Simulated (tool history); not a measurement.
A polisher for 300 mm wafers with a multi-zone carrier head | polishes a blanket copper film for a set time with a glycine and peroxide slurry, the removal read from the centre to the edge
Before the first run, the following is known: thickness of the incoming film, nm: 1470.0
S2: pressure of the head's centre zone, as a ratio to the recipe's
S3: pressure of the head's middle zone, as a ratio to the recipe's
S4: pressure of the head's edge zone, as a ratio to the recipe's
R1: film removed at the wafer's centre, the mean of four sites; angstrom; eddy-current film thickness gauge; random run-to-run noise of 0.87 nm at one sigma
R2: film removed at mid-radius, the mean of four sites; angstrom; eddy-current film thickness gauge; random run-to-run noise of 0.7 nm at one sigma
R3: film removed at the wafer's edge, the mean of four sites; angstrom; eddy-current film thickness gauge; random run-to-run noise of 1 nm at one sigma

Run 1, day 0.000: flow of slurry (ml/min) 305, S2 1.00, S3 1.00, S4 1.00, polishing time (s) 45. Result: R1 1413.40 angstrom, R2 1291.3 angstrom, R3 1293.60 angstrom.
Run 2, day 0.233: flow of slurry (ml/min) 355, S2 1.00, S3 1.00, S4 1.00, polishing time (s) 45. Result: R1 1428.80 angstrom, R2 1321.7 angstrom, R3 1297.90 angstrom.
Run 3, day 0.308: flow of slurry (ml/min) 355, S2 0.95, S3 1.01, S4 1.00, polishing time (s) 42. Result: R1 1268.80 angstrom, R2 1245.7 angstrom, R3 1228.20 angstrom.
Run 4, day 0.496: flow of slurry (ml/min) 355, S2 0.95, S3 1.01, S4 1.00, polishing time (s) 47. Result: R1 1443.00 angstrom, R2 1383.4 angstrom, R3 1336.50 angstrom.
Run 5, day 0.629: flow of slurry (ml/min) 355, S2 0.95, S3 0.96, S4 1.00, polishing time (s) 47. Result: R1 1428.50 angstrom, R2 1321.7 angstrom, R3 1358.80 angstrom.
Run 6, day 0.950: flow of slurry (ml/min) 400, S2 0.95, S3 0.96, S4 1.00, polishing time (s) 47. Result: R1 1450.10 angstrom, R2 1345.5 angstrom, R3 1354.30 angstrom.
Run 7, day 1.138: flow of slurry (ml/min) 315, S2 0.85, S3 1.06, S4 1.02, polishing time (s) 34. Result: R1 915.86 angstrom, R2 1040.5 angstrom, R3 971.37 angstrom.

The next listed run, before its measurement:
At day 1.217: centre zone pressure recalibrated.
Run 8, day 1.217: flow of slurry (ml/min) 330, S2 0.85, S3 1.07, S4 1.05, polishing time (s) 34. Result: R1 ?, R2 ?, R3 ?.

For run 8 the tool returned R1 846.37 angstrom, R2 1043.6 angstrom, R3 1008.10 angstrom.
